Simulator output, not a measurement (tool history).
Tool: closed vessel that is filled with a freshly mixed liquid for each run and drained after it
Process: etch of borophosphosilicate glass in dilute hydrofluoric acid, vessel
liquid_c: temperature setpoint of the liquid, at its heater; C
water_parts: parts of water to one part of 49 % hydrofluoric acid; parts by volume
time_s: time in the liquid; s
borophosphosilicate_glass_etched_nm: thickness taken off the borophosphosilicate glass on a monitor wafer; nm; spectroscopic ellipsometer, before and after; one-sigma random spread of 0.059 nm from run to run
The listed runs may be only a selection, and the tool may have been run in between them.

run,day,liquid_c,water_parts,time_s,borophosphosilicate_glass_etched_nm
1,0,26,230,115,15.273
2,0.275,26,230,115,14.963
3,0.467,24,255,115,12.555
4,0.6,24,205,115,16.264
5,0.854,24,245,115,13.07
6,1.029,22.5,265,115,11.258
7,1.342,21.5,280,115,10.159
8,1.654,20.5,295,115,9.097
9,1.754,20.5,295,115,9.0466
10,1.892,20,305,115,8.6013

The next listed run, before its measurement:
11,1.938,19.5,310,115,?

{"run 11": {"borophosphosilicate_glass_etched_nm": 8.2991}}
